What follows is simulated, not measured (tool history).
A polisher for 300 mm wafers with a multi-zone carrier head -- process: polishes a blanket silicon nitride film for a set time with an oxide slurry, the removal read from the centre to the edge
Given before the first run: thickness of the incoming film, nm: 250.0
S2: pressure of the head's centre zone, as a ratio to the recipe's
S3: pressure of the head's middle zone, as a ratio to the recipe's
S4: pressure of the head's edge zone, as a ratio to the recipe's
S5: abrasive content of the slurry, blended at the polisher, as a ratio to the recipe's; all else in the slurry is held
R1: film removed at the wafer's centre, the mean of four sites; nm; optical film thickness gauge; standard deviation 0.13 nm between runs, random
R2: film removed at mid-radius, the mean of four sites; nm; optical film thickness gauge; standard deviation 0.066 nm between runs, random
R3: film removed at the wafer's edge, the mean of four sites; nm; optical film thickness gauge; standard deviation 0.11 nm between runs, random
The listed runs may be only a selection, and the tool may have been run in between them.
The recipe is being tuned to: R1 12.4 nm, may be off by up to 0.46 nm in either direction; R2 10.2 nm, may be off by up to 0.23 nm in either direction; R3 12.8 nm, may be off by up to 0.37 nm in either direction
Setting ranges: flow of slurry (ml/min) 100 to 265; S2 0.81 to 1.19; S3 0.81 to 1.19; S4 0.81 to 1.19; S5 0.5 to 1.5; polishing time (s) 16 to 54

run 1 day=0 | flow_of_slurry_(ml/min)=170 S2=1 S3=1 S4=1 S5=1 polishing_time_(s)=35 | R1=26.425 R2=26.952 R3=27.5
run 2 day=0.312 | flow_of_slurry_(ml/min)=160 S2=1.01 S3=0.97 S4=1 S5=0.9 polishing_time_(s)=32 | R1=23.6 R2=22.946 R3=23.54
run 3 day=0.4 | flow_of_slurry_(ml/min)=185 S2=1.01 S3=0.97 S4=1 S5=0.9 polishing_time_(s)=32 | R1=24.147 R2=23.42 R3=24.276
run 4 day=0.521 | flow_of_slurry_(ml/min)=175 S2=1.01 S3=0.94 S4=1.03 S5=0.85 polishing_time_(s)=29 | R1=20.879 R2=19.884 R3=21.412
run 5 day=0.875 | flow_of_slurry_(ml/min)=175 S2=1.01 S3=0.87 S4=1.03 S5=0.85 polishing_time_(s)=29 | R1=21.27 R2=18.654 R3=21.601
run 6 day=0.983 | flow_of_slurry_(ml/min)=155 S2=1.01 S3=0.87 S4=1.03 S5=0.85 polishing_time_(s)=29 | R1=20.782 R2=18.267 R3=20.952
run 7 day=1.121 | flow_of_slurry_(ml/min)=150 S2=1.01 S3=0.86 S4=1.05 S5=0.8 polishing_time_(s)=27 | R1=18.839 R2=16.289 R3=19.196
run 8 day=1.492 | flow_of_slurry_(ml/min)=145 S2=1.01 S3=0.85 S4=1.06 S5=0.75 polishing_time_(s)=26 | R1=16.995 R2=15.097 R3=17.932
run 9 day=1.738 | flow_of_slurry_(ml/min)=145 S2=1.01 S3=0.85 S4=1.06 S5=0.75 polishing_time_(s)=26 | R1=17.259 R2=14.971 R3=18.082
run 10 day=1.908 | flow_of_slurry_(ml/min)=105 S2=1.03 S3=0.81 S4=1.04 S5=0.5 polishing_time_(s)=18 | R1=8.9315 R2=7.5291 R3=9.5932
run 11 day=1.95 | flow_of_slurry_(ml/min)=125 S2=1.03 S3=0.81 S4=1.05 S5=0.5 polishing_time_(s)=18 | R1=9.7052 R2=7.879 R3=10.069

Which of these 5 next moves meets every target?
run A day=1.992 | flow_of_slurry_(ml/min)=135 S2=0.92 S3=0.81 S4=1.01 S5=0.6 polishing_time_(s)=21 | R1=? R2=? R3=?
run B day=1.992 | flow_of_slurry_(ml/min)=100 S2=0.89 S3=0.85 S4=1.17 S5=0.55 polishing_time_(s)=24 | R1=? R2=? R3=?
run C day=1.992 | flow_of_slurry_(ml/min)=110 S2=0.91 S3=0.82 S4=1.06 S5=0.55 polishing_time_(s)=24 | R1=? R2=? R3=?
run D day=1.992 | flow_of_slurry_(ml/min)=100 S2=1.01 S3=0.86 S4=1.1 S5=0.65 polishing_time_(s)=21 | R1=? R2=? R3=?
run E day=1.992 | flow_of_slurry_(ml/min)=160 S2=1.07 S3=0.84 S4=1.13 S5=0.7 polishing_time_(s)=18 | R1=? R2=? R3=?

move=A R1=11.477 R2=10.327 R3=12.763
move=B R1=11.143 R2=10.78 R3=14.172
move=C R1=11.713 R2=10.805 R3=13.773
move=D R1=11.417 R2=10.309 R3=13.006
move=E R1=12.132 R2=10.166 R3=12.765
A: meets the target for the result that was furthest off, but another lies outside its allowed miss
B: carries the result that was furthest off beyond its target, to the other side
C: carries the result that was furthest off beyond its target, to the other side
D: meets the target for the result that was furthest off, but another lies outside its allowed miss
E: hits every target within its allowed miss
The move that meets every target is E.
